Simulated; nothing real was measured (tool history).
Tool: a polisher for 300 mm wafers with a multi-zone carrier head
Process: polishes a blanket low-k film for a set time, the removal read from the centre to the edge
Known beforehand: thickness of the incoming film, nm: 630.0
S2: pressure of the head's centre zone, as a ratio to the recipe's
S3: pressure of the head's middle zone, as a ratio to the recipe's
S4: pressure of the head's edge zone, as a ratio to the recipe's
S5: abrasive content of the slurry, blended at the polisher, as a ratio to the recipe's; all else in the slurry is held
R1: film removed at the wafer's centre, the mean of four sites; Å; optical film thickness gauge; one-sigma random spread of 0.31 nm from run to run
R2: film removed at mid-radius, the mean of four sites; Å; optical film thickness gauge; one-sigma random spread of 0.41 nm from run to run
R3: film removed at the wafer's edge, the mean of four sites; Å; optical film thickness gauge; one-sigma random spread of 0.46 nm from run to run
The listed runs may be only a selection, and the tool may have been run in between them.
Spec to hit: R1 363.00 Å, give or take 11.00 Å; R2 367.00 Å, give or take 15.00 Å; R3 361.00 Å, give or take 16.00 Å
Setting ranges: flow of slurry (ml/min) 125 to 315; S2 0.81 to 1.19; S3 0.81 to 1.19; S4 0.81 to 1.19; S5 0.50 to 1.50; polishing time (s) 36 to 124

run 1 hour=0.0 | flow_of_slurry_(ml/min)=205 S2=1.00 S3=1.00 S4=1.00 S5=1.00 polishing_time_(s)=79 | R1=291.68 R2=286.58 R3=275.87
run 2 hour=8.0 | flow_of_slurry_(ml/min)=205 S2=1.00 S3=0.97 S4=1.00 S5=1.00 polishing_time_(s)=79 | R1=293.81 R2=281.23 R3=280.07
run 3 hour=10.4 | flow_of_slurry_(ml/min)=205 S2=1.06 S3=0.97 S4=1.00 S5=1.00 polishing_time_(s)=79 | R1=310.05 R2=280.92 R3=279.93
run 4 hour=15.8 | flow_of_slurry_(ml/min)=205 S2=1.10 S3=0.97 S4=1.00 S5=1.00 polishing_time_(s)=79 | R1=324.02 R2=280.95 R3=286.35
run 5 hour=22.7 | flow_of_slurry_(ml/min)=205 S2=1.04 S3=0.97 S4=1.00 S5=1.00 polishing_time_(s)=79 | R1=307.52 R2=279.92 R3=276.22
run 6 hour=24.6 | flow_of_slurry_(ml/min)=165 S2=1.04 S3=0.97 S4=1.00 S5=1.00 polishing_time_(s)=79 | R1=296.43 R2=271.57 R3=275.01
run 7 hour=29.8 | flow_of_slurry_(ml/min)=170 S2=1.04 S3=0.99 S4=1.02 S5=1.05 polishing_time_(s)=79 | R1=306.55 R2=282.89 R3=281.57
run 8 hour=38.7 | flow_of_slurry_(ml/min)=180 S2=0.95 S3=1.05 S4=1.12 S5=1.30 polishing_time_(s)=83 | R1=327.52 R2=347.42 R3=346.96
run 9 hour=43.0 | flow_of_slurry_(ml/min)=185 S2=0.96 S3=1.05 S4=1.12 S5=1.30 polishing_time_(s)=83 | R1=325.69 R2=351.07 R3=340.84
run 10 hour=47.9 | flow_of_slurry_(ml/min)=190 S2=0.97 S3=1.05 S4=1.13 S5=1.30 polishing_time_(s)=83 | R1=334.90 R2=346.34 R3=345.86

4 next moves are on the table. One of them brings every result within its allowed miss. Which?
run A hour=52.8 | flow_of_slurry_(ml/min)=195 S2=0.96 S3=1.05 S4=1.16 S5=1.30 polishing_time_(s)=96 | R1=? R2=? R3=?
run B hour=52.8 | flow_of_slurry_(ml/min)=265 S2=1.13 S3=1.19 S4=0.98 S5=1.30 polishing_time_(s)=79 | R1=? R2=? R3=?
run C hour=52.8 | flow_of_slurry_(ml/min)=230 S2=1.01 S3=1.05 S4=1.14 S5=1.45 polishing_time_(s)=81 | R1=? R2=? R3=?
run D hour=52.8 | flow_of_slurry_(ml/min)=200 S2=0.85 S3=1.08 S4=1.13 S5=1.25 polishing_time_(s)=94 | R1=? R2=? R3=?

move=A R1=379.17 R2=409.58 R3=415.37
move=B R1=383.59 R2=389.17 R3=322.47
move=C R1=360.27 R2=368.74 R3=368.70
move=D R1=324.25 R2=405.62 R3=395.45
A: carries the result that was furthest off beyond its target, to the other side
B: carries the result that was furthest off beyond its target, to the other side
C: meets every target
D: moves away from the targets compared with the last run
Correct choice: C, which meets every target

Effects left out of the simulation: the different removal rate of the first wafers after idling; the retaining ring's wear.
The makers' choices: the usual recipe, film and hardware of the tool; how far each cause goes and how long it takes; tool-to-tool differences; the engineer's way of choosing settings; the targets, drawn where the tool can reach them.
